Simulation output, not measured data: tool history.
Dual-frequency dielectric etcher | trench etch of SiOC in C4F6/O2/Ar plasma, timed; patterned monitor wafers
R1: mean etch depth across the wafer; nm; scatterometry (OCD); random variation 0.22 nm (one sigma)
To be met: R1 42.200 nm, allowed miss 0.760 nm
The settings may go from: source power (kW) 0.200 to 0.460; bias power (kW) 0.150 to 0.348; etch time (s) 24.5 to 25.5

run 1 hour=0.0 | source_power_(kW)=0.330 bias_power_(kW)=0.249 etch_time_(s)=24.5 | R1=50.289
run 2 hour=0.5 | source_power_(kW)=0.330 bias_power_(kW)=0.249 etch_time_(s)=24.5 | R1=50.321
run 3 hour=8.5 | source_power_(kW)=0.330 bias_power_(kW)=0.249 etch_time_(s)=25.5 | R1=52.210
run 4 hour=17.4 | source_power_(kW)=0.330 bias_power_(kW)=0.273 etch_time_(s)=25.5 | R1=53.736
run 5 hour=26.3 | source_power_(kW)=0.310 bias_power_(kW)=0.256 etch_time_(s)=25.5 | R1=51.803
run 6 hour=29.0 | source_power_(kW)=0.310 bias_power_(kW)=0.240 etch_time_(s)=25.5 | R1=50.470
run 7 hour=32.3 | source_power_(kW)=0.290 bias_power_(kW)=0.233 etch_time_(s)=25.5 | R1=48.842
run 8 hour=33.8 | source_power_(kW)=0.270 bias_power_(kW)=0.227 etch_time_(s)=25.5 | R1=46.912
run 9 hour=34.8 | source_power_(kW)=0.260 bias_power_(kW)=0.225 etch_time_(s)=25.5 | R1=45.830
run 10 hour=42.7 | source_power_(kW)=0.250 bias_power_(kW)=0.224 etch_time_(s)=25.5 | R1=44.847
run 11 hour=45.3 | source_power_(kW)=0.240 bias_power_(kW)=0.223 etch_time_(s)=25.5 | R1=44.517
run 12 hour=53.6 | source_power_(kW)=0.230 bias_power_(kW)=0.222 etch_time_(s)=25.5 | R1=43.500

Which of these 4 next moves meets every target?
run A hour=61.9 | source_power_(kW)=0.240 bias_power_(kW)=0.228 etch_time_(s)=25.5 | R1=?
run B hour=61.9 | source_power_(kW)=0.260 bias_power_(kW)=0.222 etch_time_(s)=25.0 | R1=?
run C hour=61.9 | source_power_(kW)=0.200 bias_power_(kW)=0.241 etch_time_(s)=25.5 | R1=?
run D hour=61.9 | source_power_(kW)=0.240 bias_power_(kW)=0.230 etch_time_(s)=25.5 | R1=?

move=A R1=44.836
move=B R1=44.957
move=C R1=42.515
move=D R1=44.980
A: further off than the last run
B: further off than the last run
C: meets every target
D: further off than the last run
Move C is the one to make.
